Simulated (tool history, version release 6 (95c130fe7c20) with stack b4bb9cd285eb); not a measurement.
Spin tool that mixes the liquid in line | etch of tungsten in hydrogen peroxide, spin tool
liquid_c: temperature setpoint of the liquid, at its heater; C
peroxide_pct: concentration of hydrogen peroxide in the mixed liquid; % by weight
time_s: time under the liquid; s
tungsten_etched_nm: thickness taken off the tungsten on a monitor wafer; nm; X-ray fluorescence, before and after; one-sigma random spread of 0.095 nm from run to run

run	hour	liquid_c	peroxide_pct	time_s	tungsten_etched_nm
1	0.0	49.0	15.5	15	10.246
2	3.5	49.0	15.5	15	10.387
3	5.4	49.0	18.0	15	11.081
4	10.8	50.5	18.0	15	12.109
5	18.4	50.5	16.5	15	11.656
6	20.0	50.5	18.5	15	12.304
7	28.0	51.5	18.5	15	13.169
8	35.5	52.0	18.5	15	13.578
9	41.5	52.5	18.5	15	13.937

The next listed run, before its measurement:
10	47.5	56.0	18.5	15	?

tungsten_etched_nm: 17.099 nm

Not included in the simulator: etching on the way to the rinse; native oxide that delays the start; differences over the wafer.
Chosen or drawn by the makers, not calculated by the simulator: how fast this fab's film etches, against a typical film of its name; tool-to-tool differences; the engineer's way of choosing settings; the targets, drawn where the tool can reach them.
